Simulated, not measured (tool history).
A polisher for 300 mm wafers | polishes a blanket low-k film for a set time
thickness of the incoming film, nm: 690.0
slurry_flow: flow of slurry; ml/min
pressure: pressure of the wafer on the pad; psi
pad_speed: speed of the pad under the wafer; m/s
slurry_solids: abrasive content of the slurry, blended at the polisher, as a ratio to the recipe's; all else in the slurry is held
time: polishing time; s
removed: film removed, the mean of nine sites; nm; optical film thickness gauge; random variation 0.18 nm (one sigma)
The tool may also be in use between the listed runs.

run 1 day=0.000 | slurry_flow=315 pressure=1.4 pad_speed=1.16 slurry_solids=1.0 time=75 | removed=22.942
run 2 day=0.046 | slurry_flow=315 pressure=1.3 pad_speed=1.14 slurry_solids=1.0 time=75 | removed=20.974
run 3 day=0.146 | slurry_flow=315 pressure=1.2 pad_speed=1.14 slurry_solids=1.0 time=75 | removed=19.672
run 4 day=0.383 | slurry_flow=315 pressure=1.2 pad_speed=1.14 slurry_solids=0.9 time=75 | removed=18.517
run 5 day=0.667 | slurry_flow=315 pressure=1.4 pad_speed=1.14 slurry_solids=0.9 time=75 | removed=21.648
run 6 day=0.812 | slurry_flow=315 pressure=1.4 pad_speed=1.14 slurry_solids=0.9 time=78 | removed=21.865

Run 7 comes next. What will it give?
run 7 day=0.846 | slurry_flow=315 pressure=1.0 pad_speed=1.08 slurry_solids=0.9 time=78 | removed=?

{"run 7": {"removed": 15.435}}

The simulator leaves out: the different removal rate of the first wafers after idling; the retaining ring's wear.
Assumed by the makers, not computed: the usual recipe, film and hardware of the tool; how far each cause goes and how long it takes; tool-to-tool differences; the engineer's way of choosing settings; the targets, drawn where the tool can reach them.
